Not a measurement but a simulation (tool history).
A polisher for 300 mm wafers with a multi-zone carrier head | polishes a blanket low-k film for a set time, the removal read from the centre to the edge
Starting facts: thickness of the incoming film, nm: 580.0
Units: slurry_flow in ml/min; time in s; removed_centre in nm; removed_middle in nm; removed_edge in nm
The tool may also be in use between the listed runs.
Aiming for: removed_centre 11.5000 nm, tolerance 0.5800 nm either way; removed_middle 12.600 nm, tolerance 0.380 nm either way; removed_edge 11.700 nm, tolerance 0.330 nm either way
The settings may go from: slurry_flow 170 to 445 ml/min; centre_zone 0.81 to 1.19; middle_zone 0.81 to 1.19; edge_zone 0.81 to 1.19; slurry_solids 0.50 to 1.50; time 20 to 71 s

run	hour	slurry_flow	centre_zone	middle_zone	edge_zone	slurry_solids	time	removed_centre	removed_middle	removed_edge
1	0.0	285	1.00	1.00	1.00	1.00	45	17.2050	16.724	16.339
2	4.1	285	0.99	1.00	0.99	0.95	45	16.2060	16.824	15.961
3	6.0	285	0.99	0.98	0.98	0.90	45	15.9560	16.166	15.739
4	13.6	285	0.99	0.98	0.97	0.85	44	15.4420	15.421	15.086
5	18.7	285	0.99	0.98	0.97	0.85	53	19.0560	18.831	17.963
6	25.7	285	0.98	0.98	0.96	0.80	52	18.3660	17.745	17.281
7	32.8	285	0.97	0.99	0.95	0.75	51	17.2500	17.457	16.568
8	38.1	285	0.96	0.99	0.94	0.70	50	16.5230	16.721	15.957
9	39.5	285	0.95	0.99	0.93	0.70	49	16.2390	16.452	15.669
10	40.5	265	0.85	0.99	0.85	0.50	39	10.2810	12.179	10.901
11	44.2	270	0.86	0.99	0.86	0.50	39	10.8050	11.938	11.125
12	50.9	275	0.86	0.99	0.86	0.50	39	10.7870	12.041	10.900
13	52.2	275	0.86	0.99	0.87	0.50	39	10.5220	12.068	11.041
14	58.2	275	0.87	0.99	0.88	0.50	39	10.5540	12.051	10.975

5 candidate next runs follow, results not yet known. Just one meets every target within its allowed miss. Identify it.
A	64.2	355	1.01	0.90	0.84	0.50	39	?	?	?
B	64.2	290	0.93	1.01	0.83	0.50	37	?	?	?
C	64.2	345	0.87	0.96	0.85	0.60	39	?	?	?
D	64.2	270	0.84	1.12	0.82	0.50	37	?	?	?
E	64.2	270	1.02	0.94	0.81	0.50	40	?	?	?

move	removed_centre	removed_middle	removed_edge
A	12.6710	11.590	11.148
B	10.8410	11.583	10.351
C	11.4080	12.598	11.701
D	9.7166	12.286	10.222
E	12.7260	11.871	11.011
A: lands further from the targets than the last run did
B: lands further from the targets than the last run did
C: in spec on every target
D: lands further from the targets than the last run did
E: no better and no worse than the last run
So the answer is move C, the one that meets all the targets.
